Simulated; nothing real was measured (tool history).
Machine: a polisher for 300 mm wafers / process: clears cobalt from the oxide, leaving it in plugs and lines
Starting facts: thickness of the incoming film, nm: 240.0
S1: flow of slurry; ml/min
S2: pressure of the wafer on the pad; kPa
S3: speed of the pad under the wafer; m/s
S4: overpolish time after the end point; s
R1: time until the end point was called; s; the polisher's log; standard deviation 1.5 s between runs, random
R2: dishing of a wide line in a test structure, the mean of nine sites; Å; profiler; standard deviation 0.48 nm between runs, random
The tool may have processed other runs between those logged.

run,day,S1,S2,S3,S4,R1,R2
1,0,220,8.3,0.76,23,133.8,326.86
2,0.188,220,8.3,0.6,23,168.94,279.22
3,0.254,220,8.3,0.72,23,140.16,318.97
4,0.317,220,10.3,0.72,23,111.11,371.33
5,0.6,220,10.3,0.72,19,113.08,322.59
6,0.692,220,11.7,0.72,19,100.79,354.03
7,1,215,11,0.72,23,107.01,388.44
8,1.112,205,10.3,0.72,26,112.94,401.38

What does the tool deliver on the next run?
9,1.462,205,10.3,0.72,26,?,?

{"run 9": {"R1": 112.88, "R2": 404.37}}
